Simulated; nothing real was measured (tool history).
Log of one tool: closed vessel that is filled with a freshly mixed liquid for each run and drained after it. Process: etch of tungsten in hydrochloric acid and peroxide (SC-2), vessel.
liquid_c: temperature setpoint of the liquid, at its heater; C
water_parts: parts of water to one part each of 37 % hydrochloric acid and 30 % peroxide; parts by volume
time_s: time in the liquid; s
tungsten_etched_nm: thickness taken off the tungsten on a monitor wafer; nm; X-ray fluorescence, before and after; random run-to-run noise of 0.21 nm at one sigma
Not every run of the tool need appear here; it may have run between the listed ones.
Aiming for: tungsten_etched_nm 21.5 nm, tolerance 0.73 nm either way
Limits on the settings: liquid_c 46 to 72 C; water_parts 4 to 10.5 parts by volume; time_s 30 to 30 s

run	hour	liquid_c	water_parts	time_s	tungsten_etched_nm
1	0	62	5.5	30	29.632
2	7.8	60.5	5.5	30	27.885
3	13.9	59	5.5	30	24.714
4	19.8	63.5	5.5	30	33.363
5	28.7	68.5	5.5	30	44.354
6	34	68.5	5.5	30	44.984
7	39.1	65	5.5	30	35.315
8	40.1	62.5	5.5	30	30.765
9	40.7	55	5.5	30	19.344
10	46.3	55.5	5.5	30	19.882
11	47.7	56	5.5	30	20.267

Which one of the following 4 next-run settings gets every result inside its allowed miss? There is exactly one.
A	49.1	55.5	6	30	?
B	49.1	54.5	5.5	30	?
C	49.1	53	5	30	?
D	49.1	53	4	30	?

move	tungsten_etched_nm
A	18.617
B	18.615
C	18.088
D	21.102
A: its largest miss is bigger than the last run's
B: its largest miss is bigger than the last run's
C: its largest miss is bigger than the last run's
D: every result lands within tolerance
D is the move that brings every result within its allowed miss.
